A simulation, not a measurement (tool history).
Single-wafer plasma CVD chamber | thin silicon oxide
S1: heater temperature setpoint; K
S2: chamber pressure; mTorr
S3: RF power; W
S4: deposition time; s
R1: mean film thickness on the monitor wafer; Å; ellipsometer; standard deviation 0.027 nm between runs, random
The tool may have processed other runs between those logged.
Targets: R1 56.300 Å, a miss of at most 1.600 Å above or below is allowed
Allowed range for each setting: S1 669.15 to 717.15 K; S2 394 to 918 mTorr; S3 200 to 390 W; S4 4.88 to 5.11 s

{"run": 1, "hour": 0.0, "S1": 693.15, "S2": 656, "S3": 295, "S4": 5.11, "R1": 72.25}
{"run": 2, "hour": 0.5, "S1": 693.15, "S2": 610, "S3": 295, "S4": 5.1, "R1": 66.806}
{"run": 3, "hour": 2.5, "S1": 693.15, "S2": 682, "S3": 295, "S4": 5.1, "R1": 75.033}
{"run": 4, "hour": 8.4, "S1": 693.15, "S2": 682, "S3": 295, "S4": 4.88, "R1": 72.259}
{"run": 5, "hour": 17.4, "S1": 693.15, "S2": 792, "S3": 295, "S4": 4.88, "R1": 81.899}
{"run": 6, "hour": 26.2, "S1": 693.15, "S2": 792, "S3": 280, "S4": 4.88, "R1": 79.347}
{"run": 7, "hour": 32.7, "S1": 693.15, "S2": 710, "S3": 275, "S4": 4.88, "R1": 72.102}
{"run": 8, "hour": 37.2, "S1": 693.15, "S2": 651, "S3": 270, "S4": 4.88, "R1": 65.272}
{"run": 9, "hour": 44.8, "S1": 693.15, "S2": 618, "S3": 270, "S4": 4.88, "R1": 62.614}
{"run": 10, "hour": 49.7, "S1": 693.15, "S2": 594, "S3": 270, "S4": 4.88, "R1": 59.471}
{"run": 11, "hour": 50.3, "S1": 693.15, "S2": 583, "S3": 270, "S4": 4.88, "R1": 58.907}

Exactly one of the 5 candidate moves below puts every result within its allowed miss. Which one?
{"run": "A", "hour": 50.9, "S1": 696.15, "S2": 539, "S3": 305, "S4": 5.11, "R1": "?"}
{"run": "B", "hour": 50.9, "S1": 695.15, "S2": 600, "S3": 295, "S4": 4.91, "R1": "?"}
{"run": "C", "hour": 50.9, "S1": 697.15, "S2": 623, "S3": 275, "S4": 4.88, "R1": "?"}
{"run": "D", "hour": 50.9, "S1": 692.15, "S2": 570, "S3": 290, "S4": 4.96, "R1": "?"}
{"run": "E", "hour": 50.9, "S1": 691.15, "S2": 563, "S3": 245, "S4": 5.11, "R1": "?"}

move=A R1=61.245
move=B R1=64.193
move=C R1=63.447
move=D R1=61.281
move=E R1=56.238
A: misses by more than the last run did
B: misses by more than the last run did
C: misses by more than the last run did
D: misses by more than the last run did
E: hits every target within its allowed miss
Correct choice: E, which meets every target
